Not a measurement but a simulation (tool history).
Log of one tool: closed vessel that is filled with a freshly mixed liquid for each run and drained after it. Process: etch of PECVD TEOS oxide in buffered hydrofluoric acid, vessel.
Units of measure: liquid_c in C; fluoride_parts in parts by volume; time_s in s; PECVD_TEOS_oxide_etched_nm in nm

run	day	liquid_c	fluoride_parts	time_s	PECVD_TEOS_oxide_etched_nm
1	0.000	25.0	12.0	95	99.678
2	0.033	25.0	14.0	95	85.307
3	0.275	25.0	16.5	95	71.918
4	0.525	28.0	16.5	95	83.506
5	0.717	28.0	20.0	95	70.749
6	1.071	29.5	20.0	95	76.154
7	1.121	30.0	19.0	95	82.127
8	1.146	30.0	18.0	95	86.122
9	1.308	30.0	18.0	95	86.791

Estimate the outcome of run 10 from the log above:
10	1.433	30.0	17.0	95	?

{"run 10": {"PECVD_TEOS_oxide_etched_nm": 91.593}}

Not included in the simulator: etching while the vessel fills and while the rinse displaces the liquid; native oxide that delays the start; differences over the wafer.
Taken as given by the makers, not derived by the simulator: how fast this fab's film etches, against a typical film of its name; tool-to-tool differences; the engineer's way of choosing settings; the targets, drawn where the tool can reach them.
